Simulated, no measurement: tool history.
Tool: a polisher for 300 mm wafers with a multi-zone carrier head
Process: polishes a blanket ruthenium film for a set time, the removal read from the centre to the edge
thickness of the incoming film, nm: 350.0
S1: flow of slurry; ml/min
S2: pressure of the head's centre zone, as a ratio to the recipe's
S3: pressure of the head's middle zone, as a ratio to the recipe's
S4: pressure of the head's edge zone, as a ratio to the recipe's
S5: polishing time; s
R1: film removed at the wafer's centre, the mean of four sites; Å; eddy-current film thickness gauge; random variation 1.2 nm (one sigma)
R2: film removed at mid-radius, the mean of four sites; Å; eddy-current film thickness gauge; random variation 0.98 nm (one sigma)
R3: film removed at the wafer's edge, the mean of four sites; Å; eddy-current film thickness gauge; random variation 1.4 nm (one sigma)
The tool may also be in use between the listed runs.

run	day	S1	S2	S3	S4	S5	R1	R2	R3
1	0	275	1	1	1	58	723.96	731.64	714.42
2	0.138	275	1	1	1	51	628.02	623.38	644.44
3	0.296	280	1.01	0.98	1.04	56	694.86	685.32	704.04
4	0.467	280	1.05	0.98	1.04	56	713.41	681.48	711.68
5	0.683	280	1.05	0.98	1.04	46	593.8	559.21	591.73
6	0.962	280	1.06	0.96	1.06	53	693.23	640.89	681.01

Run 7 comes next. What will it give?
7	0.988	280	1.07	0.95	1.09	58	?	?	?

{"run 7": {"R1": 751.38, "R2": 692.15, "R3": 747.42}}
